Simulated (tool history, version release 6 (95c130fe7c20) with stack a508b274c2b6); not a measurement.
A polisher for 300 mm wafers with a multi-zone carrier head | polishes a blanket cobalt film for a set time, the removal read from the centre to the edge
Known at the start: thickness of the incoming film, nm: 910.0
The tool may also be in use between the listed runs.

run,hour,flow of slurry (ml/min),pressure of the head's centre zone,pressure of the head's middle zone,pressure of the head's edge zone,polishing time (s),film removed at the wafer's centre (angstrom),film removed at mid-radius (angstrom),film removed at the wafer's edge (angstrom)
1,0,245,1,1,1,42,2624.7,2582.8,2553.5
2,2.6,235,1.04,0.95,1.02,42,2741.5,2418.4,2565.4
3,3.8,235,1.04,0.95,1.09,42,2722.8,2469.6,2697.6
4,6,235,1.04,1.04,1.09,42,2729,2650.3,2684.9
5,13.5,220,1.08,1,1.09,42,2814.1,2502.9,2716.2
6,18.6,210,1.11,0.98,1.07,42,2900.2,2480.5,2616.1
7,20.9,200,1.13,0.95,1.08,42,2940.5,2386.2,2678.7
8,25.6,190,1.14,0.94,1.08,42,2920.1,2359.2,2579.1

Forecast run 9:
9,32.8,190,1.15,0.92,1.09,42,?,?,?

Run 9 gave film removed at the wafer's centre (angstrom) 2914.5, film removed at mid-radius (angstrom) 2301.4, film removed at the wafer's edge (angstrom) 2611.

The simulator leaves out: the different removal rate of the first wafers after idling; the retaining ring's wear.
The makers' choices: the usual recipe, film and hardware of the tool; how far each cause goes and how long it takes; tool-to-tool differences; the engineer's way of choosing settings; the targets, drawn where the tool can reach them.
